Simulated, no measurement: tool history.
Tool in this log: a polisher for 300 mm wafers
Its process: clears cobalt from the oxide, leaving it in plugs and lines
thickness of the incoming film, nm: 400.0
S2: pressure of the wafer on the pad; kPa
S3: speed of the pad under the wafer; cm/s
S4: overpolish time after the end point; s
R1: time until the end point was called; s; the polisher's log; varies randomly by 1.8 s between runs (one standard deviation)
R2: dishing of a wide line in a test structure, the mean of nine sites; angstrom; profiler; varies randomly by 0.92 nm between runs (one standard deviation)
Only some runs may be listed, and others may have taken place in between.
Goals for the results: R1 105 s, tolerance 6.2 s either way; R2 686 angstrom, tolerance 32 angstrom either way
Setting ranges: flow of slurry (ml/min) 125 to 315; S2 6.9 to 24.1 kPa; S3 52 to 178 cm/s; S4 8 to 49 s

{"run": 1, "hour": 0.0, "flow of slurry (ml/min)": 205, "S2": 15.2, "S3": 114, "S4": 25, "R1": 77.79, "R2": 676.16}
{"run": 2, "hour": 8.0, "flow of slurry (ml/min)": 205, "S2": 13.1, "S3": 114, "S4": 25, "R1": 89.91, "R2": 638.97}
{"run": 3, "hour": 10.2, "flow of slurry (ml/min)": 205, "S2": 13.1, "S3": 114, "S4": 26, "R1": 87.242, "R2": 643.75}
{"run": 4, "hour": 13.2, "flow of slurry (ml/min)": 205, "S2": 13.1, "S3": 114, "S4": 27, "R1": 86.917, "R2": 650.66}
{"run": 5, "hour": 21.4, "flow of slurry (ml/min)": 205, "S2": 12.4, "S3": 114, "S4": 28, "R1": 93.597, "R2": 651.6}
{"run": 6, "hour": 23.7, "flow of slurry (ml/min)": 205, "S2": 12.4, "S3": 114, "S4": 29, "R1": 91.735, "R2": 642.69}
{"run": 7, "hour": 30.2, "flow of slurry (ml/min)": 205, "S2": 12.4, "S3": 114, "S4": 31, "R1": 93.859, "R2": 679.23}
{"run": 8, "hour": 36.3, "flow of slurry (ml/min)": 205, "S2": 11.7, "S3": 114, "S4": 33, "R1": 98.594, "R2": 671.92}

Consider the 5 candidate settings below. Which is the only one whose results all fall within their allowed miss of target?
{"run": "A", "hour": 42.4, "flow of slurry (ml/min)": 215, "S2": 10.3, "S3": 118, "S4": 46, "R1": "?", "R2": "?"}
{"run": "B", "hour": 42.4, "flow of slurry (ml/min)": 295, "S2": 9.7, "S3": 122, "S4": 45, "R1": "?", "R2": "?"}
{"run": "C", "hour": 42.4, "flow of slurry (ml/min)": 220, "S2": 10.3, "S3": 120, "S4": 48, "R1": "?", "R2": "?"}
{"run": "D", "hour": 42.4, "flow of slurry (ml/min)": 180, "S2": 12.4, "S3": 100, "S4": 38, "R1": "?", "R2": "?"}
{"run": "E", "hour": 42.4, "flow of slurry (ml/min)": 185, "S2": 10.3, "S3": 112, "S4": 48, "R1": "?", "R2": "?"}

move=A R1=105.16 R2=741.27
move=B R1=105.91 R2=735.04
move=C R1=103.25 R2=754.17
move=D R1=105.34 R2=694.36
move=E R1=112.17 R2=736.82
A: the worst result of the last run now meets its target, but another is out of spec
B: the worst result of the last run now meets its target, but another is out of spec
C: the worst result of the last run now meets its target, but another is out of spec
D: all results in spec
E: takes the result that was furthest off past its target
The move that meets every target is D.
